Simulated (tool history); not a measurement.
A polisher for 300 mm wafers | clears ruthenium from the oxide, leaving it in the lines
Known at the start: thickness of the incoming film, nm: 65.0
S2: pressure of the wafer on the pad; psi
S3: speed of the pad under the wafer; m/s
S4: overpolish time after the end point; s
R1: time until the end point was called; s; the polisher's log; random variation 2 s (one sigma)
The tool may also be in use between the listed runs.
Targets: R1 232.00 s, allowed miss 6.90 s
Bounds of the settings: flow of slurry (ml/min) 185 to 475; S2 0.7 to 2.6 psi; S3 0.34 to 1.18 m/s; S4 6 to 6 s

{"run": 1, "day": 0.0, "flow of slurry (ml/min)": 305, "S2": 1.6, "S3": 0.76, "S4": 6, "R1": 123.23}
{"run": 2, "day": 0.092, "flow of slurry (ml/min)": 305, "S2": 1.4, "S3": 0.76, "S4": 6, "R1": 137.85}
{"run": 3, "day": 0.258, "flow of slurry (ml/min)": 350, "S2": 1.4, "S3": 0.76, "S4": 6, "R1": 135.12}
{"run": 4, "day": 0.546, "flow of slurry (ml/min)": 345, "S2": 1.3, "S3": 0.74, "S4": 6, "R1": 145.19}
{"run": 5, "day": 0.779, "flow of slurry (ml/min)": 345, "S2": 1.3, "S3": 0.88, "S4": 6, "R1": 125.56}
{"run": 6, "day": 0.992, "flow of slurry (ml/min)": 345, "S2": 1.3, "S3": 0.88, "S4": 6, "R1": 124.84}
{"run": 7, "day": 1.146, "flow of slurry (ml/min)": 340, "S2": 1.2, "S3": 0.84, "S4": 6, "R1": 140.17}
{"run": 8, "day": 1.317, "flow of slurry (ml/min)": 330, "S2": 0.7, "S3": 0.66, "S4": 6, "R1": 252.58}
{"run": 9, "day": 1.492, "flow of slurry (ml/min)": 340, "S2": 0.7, "S3": 0.66, "S4": 6, "R1": 251.22}
{"run": 10, "day": 1.625, "flow of slurry (ml/min)": 345, "S2": 0.7, "S3": 0.66, "S4": 6, "R1": 250.27}
{"run": 11, "day": 1.683, "flow of slurry (ml/min)": 350, "S2": 0.7, "S3": 0.66, "S4": 6, "R1": 253.25}

Which of these 5 next moves meets every target?
{"run": "A", "day": 1.742, "flow of slurry (ml/min)": 345, "S2": 0.9, "S3": 0.56, "S4": 6, "R1": "?"}
{"run": "B", "day": 1.742, "flow of slurry (ml/min)": 330, "S2": 0.7, "S3": 0.72, "S4": 6, "R1": "?"}
{"run": "C", "day": 1.742, "flow of slurry (ml/min)": 335, "S2": 0.8, "S3": 0.6, "S4": 6, "R1": "?"}
{"run": "D", "day": 1.742, "flow of slurry (ml/min)": 295, "S2": 0.7, "S3": 0.68, "S4": 6, "R1": "?"}
{"run": "E", "day": 1.742, "flow of slurry (ml/min)": 340, "S2": 1.0, "S3": 0.52, "S4": 6, "R1": "?"}

move=A R1=250.53
move=B R1=232.76
move=C R1=254.35
move=D R1=248.06
move=E R1=250.16
A: nearer than the last run, and not there yet
B: meets every target
C: further off than the last run
D: nearer than the last run, and not there yet
E: nearer than the last run, and not there yet
Move B is the one to make.
